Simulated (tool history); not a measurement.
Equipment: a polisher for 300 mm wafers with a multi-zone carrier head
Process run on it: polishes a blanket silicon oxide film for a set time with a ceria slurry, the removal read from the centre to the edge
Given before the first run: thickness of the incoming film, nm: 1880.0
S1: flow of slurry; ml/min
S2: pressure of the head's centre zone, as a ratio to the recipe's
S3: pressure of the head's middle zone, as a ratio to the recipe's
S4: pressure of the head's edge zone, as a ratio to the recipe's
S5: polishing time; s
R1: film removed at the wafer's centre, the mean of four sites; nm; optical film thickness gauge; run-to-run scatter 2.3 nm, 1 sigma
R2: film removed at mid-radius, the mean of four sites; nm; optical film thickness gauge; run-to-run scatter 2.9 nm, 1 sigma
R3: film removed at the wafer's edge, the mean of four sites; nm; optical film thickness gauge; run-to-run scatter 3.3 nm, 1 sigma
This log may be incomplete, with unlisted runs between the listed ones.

{"run": 1, "hour": 0.0, "S1": 170, "S2": 1.0, "S3": 1.0, "S4": 1.0, "S5": 77, "R1": 420.86, "R2": 425.44, "R3": 439.82}
{"run": 2, "hour": 5.1, "S1": 170, "S2": 1.0, "S3": 1.0, "S4": 0.92, "S5": 77, "R1": 419.84, "R2": 429.9, "R3": 421.34}
{"run": 3, "hour": 12.2, "S1": 195, "S2": 1.0, "S3": 1.0, "S4": 0.92, "S5": 77, "R1": 439.28, "R2": 429.39, "R3": 430.92}
{"run": 4, "hour": 15.8, "S1": 195, "S2": 1.0, "S3": 1.03, "S4": 0.92, "S5": 77, "R1": 432.47, "R2": 440.32, "R3": 427.36}
{"run": 5, "hour": 23.8, "S1": 195, "S2": 1.0, "S3": 1.09, "S4": 0.92, "S5": 77, "R1": 430.57, "R2": 472.09, "R3": 431.36}
{"run": 6, "hour": 26.9, "S1": 190, "S2": 1.0, "S3": 1.05, "S4": 0.9, "S5": 75, "R1": 418.86, "R2": 439.28, "R3": 412.61}
{"run": 7, "hour": 33.7, "S1": 180, "S2": 1.0, "S3": 1.02, "S4": 0.89, "S5": 73, "R1": 401.78, "R2": 409.73, "R3": 400.53}

Expected results for the next run?
{"hour": 40.6, "done": "edge zone pressure recalibrated"}
{"run": 8, "hour": 40.6, "S1": 175, "S2": 1.01, "S3": 1.0, "S4": 0.88, "S5": 71, "R1": "?", "R2": "?", "R3": "?"}

R1: 394.20 nm
R2: 390.35 nm
R3: 378.61 nm
